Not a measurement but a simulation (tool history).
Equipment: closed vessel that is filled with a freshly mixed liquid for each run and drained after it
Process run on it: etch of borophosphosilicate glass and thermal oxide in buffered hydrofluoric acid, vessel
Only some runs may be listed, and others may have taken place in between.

| run | day | temperature setpoint of the liquid (°C) | parts of 40 % ammonium fluoride to one part of 49 % hydrofluoric acid (parts by volume) | time in the liquid (s) | thickness taken off the borophosphosilicate glass on a monitor wafer (Å) | thickness taken off the thermal oxide on a monitor wafer (Å) |
|---|---|---|---|---|---|---|
| 1 | 0.000 | 22 | 18.0 | 60 | 811.30 | 420.45 |
| 2 | 0.112 | 22 | 18.0 | 45 | 611.39 | 316.45 |
| 3 | 0.304 | 24 | 18.0 | 45 | 686.23 | 347.42 |
| 4 | 0.604 | 25 | 17.5 | 45 | 733.10 | 386.57 |
| 5 | 0.721 | 26 | 17.5 | 45 | 774.74 | 406.31 |
|  | 0.804 | thermometer replaced |
| 6 | 0.804 | 26 | 17.5 | 55 | 835.21 | 431.76 |
| 7 | 0.854 | 27 | 17.5 | 55 | 878.23 | 467.98 |

For run 8, what comes out?
| 8 | 0.979 | 27 | 17.0 | 55 | ? | ? |

{"run 8": {"thickness taken off the borophosphosilicate glass on a monitor wafer (Å)": 907.99, "thickness taken off the thermal oxide on a monitor wafer (Å)": 471.15}}

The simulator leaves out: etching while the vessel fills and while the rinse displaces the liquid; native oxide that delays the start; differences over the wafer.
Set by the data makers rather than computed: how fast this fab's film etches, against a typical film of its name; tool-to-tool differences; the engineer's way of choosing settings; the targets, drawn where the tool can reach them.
